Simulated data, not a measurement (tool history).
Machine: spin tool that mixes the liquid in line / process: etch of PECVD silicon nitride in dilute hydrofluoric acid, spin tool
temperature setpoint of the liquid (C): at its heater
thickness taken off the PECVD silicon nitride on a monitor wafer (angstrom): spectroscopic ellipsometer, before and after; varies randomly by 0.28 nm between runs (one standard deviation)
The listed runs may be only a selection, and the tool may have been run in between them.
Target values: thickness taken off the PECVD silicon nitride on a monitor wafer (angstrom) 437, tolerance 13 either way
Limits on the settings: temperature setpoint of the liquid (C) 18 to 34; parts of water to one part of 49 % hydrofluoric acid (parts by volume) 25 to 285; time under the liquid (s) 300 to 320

| run | hour | temperature setpoint of the liquid (C) | parts of water to one part of 49 % hydrofluoric acid (parts by volume) | time under the liquid (s) | thickness taken off the PECVD silicon nitride on a monitor wafer (angstrom) |
|---|---|---|---|---|---|
| 1 | 0 | 26 | 155 | 300 | 139.25 |
| 2 | 5.8 | 26 | 155 | 320 | 147.81 |
| 3 | 8.7 | 28 | 130 | 320 | 199.75 |
| 4 | 17.7 | 28 | 175 | 320 | 148.48 |
| 5 | 20.9 | 28 | 175 | 300 | 140.55 |
| 6 | 23.7 | 28 | 230 | 300 | 105.62 |
| 7 | 31.9 | 29.5 | 180 | 300 | 149.86 |
| 8 | 39.6 | 30.5 | 145 | 300 | 198.03 |
| 9 | 47 | 31.5 | 120 | 300 | 253.23 |
| 10 | 55.9 | 34 | 55 | 300 | 647.16 |
| 11 | 58.5 | 30 | 55 | 300 | 507.87 |
| 12 | 66.8 | 29.5 | 55 | 300 | 488.61 |
| 13 | 67.8 | 29 | 55 | 300 | 472.58 |
| 14 | 70.4 | 28.5 | 55 | 300 | 459.28 |

Exactly one of the 5 candidate moves below puts every result within its allowed miss. Which one?
| A | 73 | 27 | 55 | 315 | ? |
| B | 73 | 28.5 | 55 | 315 | ? |
| C | 73 | 32.5 | 70 | 315 | ? |
| D | 73 | 31 | 60 | 315 | ? |
| E | 73 | 29.5 | 65 | 300 | ? |

| move | thickness taken off the PECVD silicon nitride on a monitor wafer (angstrom) |
|---|---|
| A | 438.07 |
| B | 483.23 |
| C | 490.53 |
| D | 520.6 |
| E | 415.98 |
A: meets every target
B: its largest miss is bigger than the last run's
C: its largest miss is bigger than the last run's
D: its largest miss is bigger than the last run's
E: pushes the last run's worst result past its target
Correct choice: A, which meets every target
